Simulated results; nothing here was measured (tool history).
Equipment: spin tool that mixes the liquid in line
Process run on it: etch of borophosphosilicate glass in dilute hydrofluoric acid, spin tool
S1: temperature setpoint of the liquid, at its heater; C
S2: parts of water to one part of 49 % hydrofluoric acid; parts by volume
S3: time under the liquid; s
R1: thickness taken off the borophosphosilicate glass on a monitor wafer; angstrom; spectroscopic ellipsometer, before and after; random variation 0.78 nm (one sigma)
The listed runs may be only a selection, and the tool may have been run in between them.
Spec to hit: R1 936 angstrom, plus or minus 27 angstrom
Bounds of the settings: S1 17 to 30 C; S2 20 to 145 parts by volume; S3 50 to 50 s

Run 1, hour 0: S1 22 C, S2 80 parts by volume, S3 50 s. Result: R1 437.66 angstrom.
Run 2, hour 3.2: S1 22 C, S2 80 parts by volume, S3 50 s. Result: R1 440.26 angstrom.
Run 3, hour 11.4: S1 22 C, S2 80 parts by volume, S3 50 s. Result: R1 434.77 angstrom.
Run 4, hour 13: S1 23.5 C, S2 75 parts by volume, S3 50 s. Result: R1 506.49 angstrom.
At hour 16.5: hydrofluoric acid flow meter replaced.
Run 5, hour 16.5: S1 24.5 C, S2 70 parts by volume, S3 50 s. Result: R1 617.45 angstrom.
Run 6, hour 25.4: S1 27 C, S2 70 parts by volume, S3 50 s. Result: R1 678.57 angstrom.
Run 7, hour 30.3: S1 27.5 C, S2 70 parts by volume, S3 50 s. Result: R1 688.42 angstrom.
Run 8, hour 36: S1 28 C, S2 70 parts by volume, S3 50 s. Result: R1 702.02 angstrom.
Run 9, hour 37.3: S1 28 C, S2 70 parts by volume, S3 50 s. Result: R1 707.8 angstrom.
Run 10, hour 41.2: S1 28.5 C, S2 70 parts by volume, S3 50 s. Result: R1 718.29 angstrom.
Run 11, hour 47.6: S1 30 C, S2 50 parts by volume, S3 50 s. Result: R1 1101.3 angstrom.
Run 12, hour 53.8: S1 29.5 C, S2 50 parts by volume, S3 50 s. Result: R1 1071.3 angstrom.

Next run, 4 choices. One meets every target within its allowed miss, the rest don't. Which?
Run A, hour 60: S1 25.5 C, S2 45 parts by volume, S3 50 s. Result: R1 ?.
Run B, hour 60: S1 28.5 C, S2 55 parts by volume, S3 50 s. Result: R1 ?.
Run C, hour 60: S1 28.5 C, S2 50 parts by volume, S3 50 s. Result: R1 ?.
Run D, hour 60: S1 30 C, S2 45 parts by volume, S3 50 s. Result: R1 ?.

move      R1
   A  1020.1
   B  928.22
   C  1028.6
   D    1222
A: closes in on the targets versus the last run, not all within tolerance yet
B: hits every target within its allowed miss
C: closes in on the targets versus the last run, not all within tolerance yet
D: misses by more than the last run did
Go with B: it meets all targets.

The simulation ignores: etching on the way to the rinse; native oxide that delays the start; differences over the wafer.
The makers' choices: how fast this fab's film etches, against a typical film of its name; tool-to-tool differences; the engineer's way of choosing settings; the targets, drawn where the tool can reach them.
